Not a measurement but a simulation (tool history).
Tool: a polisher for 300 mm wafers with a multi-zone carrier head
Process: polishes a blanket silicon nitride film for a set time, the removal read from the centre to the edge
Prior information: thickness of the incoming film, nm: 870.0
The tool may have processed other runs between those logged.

run,day,flow of slurry (ml/min),pressure of the head's centre zone,pressure of the head's middle zone,pressure of the head's edge zone,polishing time (s),film removed at the wafer's centre (angstrom),film removed at mid-radius (angstrom),film removed at the wafer's edge (angstrom)
1,0,160,1,1,1,63,1253.6,1275,1318.7
2,0.262,160,1,1,0.94,63,1244.5,1268.1,1224.5
3,0.492,125,1,1,0.94,63,1183.2,1216.9,1235.6
4,0.758,125,1,1,0.88,63,1200.7,1212.9,1158.7
5,1.088,125,1,1.05,0.88,63,1183.1,1253.7,1184.7
6,1.142,125,1,1.05,0.88,71,1323.2,1426.8,1347.6
7,1.288,130,0.98,1.03,0.87,70,1298.3,1389.5,1319.3
8,1.412,135,0.96,1.02,0.86,68,1249,1352.7,1276.5
9,1.617,135,0.95,1.02,0.85,66,1215.4,1300.3,1257.3
10,1.662,135,0.95,1.02,0.85,66,1205.5,1296.5,1225.1
11,1.742,135,0.95,1.02,0.85,66,1192.2,1324.1,1231.4
12,2.025,135,0.94,1.01,0.84,65,1167.9,1292.3,1176.9
13,2.246,130,0.93,1,0.84,65,1149.8,1263.8,1210.5
14,2.367,130,0.93,1,0.84,64,1121.9,1231.4,1198.3

Run 15 is up next; what results do you expect?
15,2.417,130,0.93,1.01,0.84,63,?,?,?

Run 15 came out at film removed at the wafer's centre (angstrom) 1108.1, film removed at mid-radius (angstrom) 1223.1, film removed at the wafer's edge (angstrom) 1160.9.
